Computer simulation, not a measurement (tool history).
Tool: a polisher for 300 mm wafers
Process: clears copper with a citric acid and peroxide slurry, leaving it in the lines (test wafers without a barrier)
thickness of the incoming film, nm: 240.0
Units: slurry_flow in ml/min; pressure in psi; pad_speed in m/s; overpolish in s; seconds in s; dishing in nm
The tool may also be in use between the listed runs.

{"run": 1, "hour": 0.0, "slurry_flow": 270, "pressure": 2.9, "pad_speed": 1.1, "slurry_solids": 1, "overpolish": 20, "seconds": 123.44, "dishing": 24.114}
{"run": 2, "hour": 4.1, "slurry_flow": 270, "pressure": 2.9, "pad_speed": 1.1, "slurry_solids": 1, "overpolish": 17, "seconds": 119.71, "dishing": 21.161}
{"run": 3, "hour": 9.1, "slurry_flow": 270, "pressure": 2.9, "pad_speed": 1.1, "slurry_solids": 1.1, "overpolish": 17, "seconds": 115.37, "dishing": 21.83}
{"run": 4, "hour": 11.9, "slurry_flow": 205, "pressure": 2.9, "pad_speed": 1.1, "slurry_solids": 1.1, "overpolish": 17, "seconds": 119.89, "dishing": 21.257}
{"run": 5, "hour": 19.4, "slurry_flow": 205, "pressure": 3, "pad_speed": 1.1, "slurry_solids": 1.1, "overpolish": 17, "seconds": 114.84, "dishing": 21.878}
{"run": 6, "hour": 28.1, "slurry_flow": 205, "pressure": 3, "pad_speed": 1.1, "slurry_solids": 1.1, "overpolish": 22, "seconds": 116.38, "dishing": 27.217}

Run 7 comes next. What will it give?
{"run": 7, "hour": 31.3, "slurry_flow": 205, "pressure": 3.1, "pad_speed": 1.1, "slurry_solids": 1.1, "overpolish": 21, "seconds": "?", "dishing": "?"}

{"run 7": {"seconds": 112.66, "dishing": 27.322}}
